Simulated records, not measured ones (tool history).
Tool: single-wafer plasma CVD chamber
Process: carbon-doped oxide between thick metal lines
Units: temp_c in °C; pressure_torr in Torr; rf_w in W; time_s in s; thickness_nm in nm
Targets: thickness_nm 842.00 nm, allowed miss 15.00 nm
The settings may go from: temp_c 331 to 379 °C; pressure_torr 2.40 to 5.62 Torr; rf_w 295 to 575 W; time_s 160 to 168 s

Run 1, day 0.000: temp_c 355 °C, pressure_torr 4.01 Torr, rf_w 435 W, time_s 168 s. Result: thickness_nm 754.99 nm.
Run 2, day 0.025: temp_c 355 °C, pressure_torr 4.01 Torr, rf_w 435 W, time_s 168 s. Result: thickness_nm 749.07 nm.
Run 3, day 0.275: temp_c 354 °C, pressure_torr 4.15 Torr, rf_w 440 W, time_s 168 s. Result: thickness_nm 764.38 nm.
Run 4, day 0.375: temp_c 358 °C, pressure_torr 4.15 Torr, rf_w 440 W, time_s 168 s. Result: thickness_nm 760.08 nm.
Run 5, day 0.462: temp_c 358 °C, pressure_torr 3.69 Torr, rf_w 440 W, time_s 168 s. Result: thickness_nm 743.84 nm.
Run 6, day 0.625: temp_c 357 °C, pressure_torr 3.86 Torr, rf_w 445 W, time_s 168 s. Result: thickness_nm 753.59 nm.
Run 7, day 0.733: temp_c 356 °C, pressure_torr 4.01 Torr, rf_w 450 W, time_s 168 s. Result: thickness_nm 765.73 nm.
At day 0.821: thermocouple changed; heater temperature recalibrated.
Run 8, day 0.821: temp_c 355 °C, pressure_torr 4.14 Torr, rf_w 455 W, time_s 168 s. Result: thickness_nm 785.96 nm.
Run 9, day 0.896: temp_c 355 °C, pressure_torr 4.14 Torr, rf_w 455 W, time_s 168 s. Result: thickness_nm 791.28 nm.
Run 10, day 1.175: temp_c 354 °C, pressure_torr 4.20 Torr, rf_w 455 W, time_s 168 s. Result: thickness_nm 792.01 nm.
Run 11, day 1.533: temp_c 353 °C, pressure_torr 4.26 Torr, rf_w 455 W, time_s 168 s. Result: thickness_nm 795.61 nm.
Run 12, day 1.688: temp_c 352 °C, pressure_torr 4.32 Torr, rf_w 455 W, time_s 168 s. Result: thickness_nm 799.37 nm.

Which of these 4 next moves meets every target?
Run A, day 1.842: temp_c 359 °C, pressure_torr 4.19 Torr, rf_w 500 W, time_s 160 s. Result: thickness_nm ?.
Run B, day 1.842: temp_c 352 °C, pressure_torr 4.36 Torr, rf_w 440 W, time_s 160 s. Result: thickness_nm ?.
Run C, day 1.842: temp_c 359 °C, pressure_torr 3.70 Torr, rf_w 450 W, time_s 168 s. Result: thickness_nm ?.
Run D, day 1.842: temp_c 351 °C, pressure_torr 4.73 Torr, rf_w 485 W, time_s 168 s. Result: thickness_nm ?.

move  thickness_nm
   A        779.73
   B        748.79
   C        758.63
   D        842.95
A: further off than the last run
B: further off than the last run
C: further off than the last run
D: meets every target
The right move is D.

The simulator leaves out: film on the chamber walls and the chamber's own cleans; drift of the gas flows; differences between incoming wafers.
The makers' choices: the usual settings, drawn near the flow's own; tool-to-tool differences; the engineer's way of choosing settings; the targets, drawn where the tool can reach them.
